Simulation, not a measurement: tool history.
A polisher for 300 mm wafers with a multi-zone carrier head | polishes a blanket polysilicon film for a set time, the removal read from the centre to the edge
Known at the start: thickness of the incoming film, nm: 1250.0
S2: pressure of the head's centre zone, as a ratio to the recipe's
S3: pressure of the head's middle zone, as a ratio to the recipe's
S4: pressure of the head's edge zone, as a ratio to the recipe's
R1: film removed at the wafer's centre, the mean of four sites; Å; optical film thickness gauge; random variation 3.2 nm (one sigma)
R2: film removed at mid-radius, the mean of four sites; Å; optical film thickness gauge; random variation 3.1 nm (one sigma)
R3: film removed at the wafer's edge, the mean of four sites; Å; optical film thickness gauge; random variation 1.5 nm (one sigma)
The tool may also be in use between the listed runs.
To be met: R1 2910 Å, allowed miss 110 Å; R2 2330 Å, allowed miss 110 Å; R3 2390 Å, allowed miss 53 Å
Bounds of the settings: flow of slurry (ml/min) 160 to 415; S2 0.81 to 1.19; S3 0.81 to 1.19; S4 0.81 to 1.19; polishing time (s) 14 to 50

run 1 day=0 | flow_of_slurry_(ml/min)=265 S2=1 S3=1 S4=1 polishing_time_(s)=32 | R1=1792 R2=1800.1 R3=1823.2
run 2 day=0.154 | flow_of_slurry_(ml/min)=305 S2=1 S3=1 S4=1 polishing_time_(s)=32 | R1=1820.1 R2=1889.3 R3=1831.9
run 3 day=0.446 | flow_of_slurry_(ml/min)=310 S2=1.06 S3=0.98 S4=1.01 polishing_time_(s)=35 | R1=2149.2 R2=1999.7 R3=2011.6
run 4 day=0.617 | flow_of_slurry_(ml/min)=310 S2=1.02 S3=0.98 S4=1.01 polishing_time_(s)=35 | R1=2058.2 R2=2004.9 R3=2005.4
run 5 day=0.658 | flow_of_slurry_(ml/min)=320 S2=1.08 S3=0.98 S4=1.03 polishing_time_(s)=37 | R1=2285.3 R2=2141.2 R3=2143.1
run 6 day=0.954 | flow_of_slurry_(ml/min)=330 S2=1.12 S3=0.96 S4=1.03 polishing_time_(s)=38 | R1=2457.6 R2=2100.7 R3=2196.2
run 7 day=1.133 | flow_of_slurry_(ml/min)=330 S2=1.12 S3=0.96 S4=1.03 polishing_time_(s)=38 | R1=2464.8 R2=2149.7 R3=2224.2
run 8 day=1.446 | flow_of_slurry_(ml/min)=340 S2=1.14 S3=0.96 S4=1.02 polishing_time_(s)=39 | R1=2570.7 R2=2209.4 R3=2264.4

Which of these 5 next moves meets every target?
run A day=1.758 | flow_of_slurry_(ml/min)=335 S2=1.15 S3=1.07 S4=0.9 polishing_time_(s)=38 | R1=? R2=? R3=?
run B day=1.758 | flow_of_slurry_(ml/min)=415 S2=0.99 S3=1.01 S4=0.98 polishing_time_(s)=40 | R1=? R2=? R3=?
run C day=1.758 | flow_of_slurry_(ml/min)=335 S2=0.97 S3=0.89 S4=1.13 polishing_time_(s)=39 | R1=? R2=? R3=?
run D day=1.758 | flow_of_slurry_(ml/min)=280 S2=1.15 S3=0.86 S4=0.87 polishing_time_(s)=45 | R1=? R2=? R3=?
run E day=1.758 | flow_of_slurry_(ml/min)=305 S2=0.97 S3=1.04 S4=1.12 polishing_time_(s)=41 | R1=? R2=? R3=?

move=A R1=2537.2 R2=2261.4 R3=2058.3
move=B R1=2402.5 R2=2338.3 R3=2287.2
move=C R1=2257.8 R2=2075.4 R3=2363.2
move=D R1=2940.8 R2=2303.6 R3=2371.1
move=E R1=2351.5 R2=2376 R3=2452.1
A: further off than the last run
B: further off than the last run
C: further off than the last run
D: meets every target
E: further off than the last run
The right move is D.
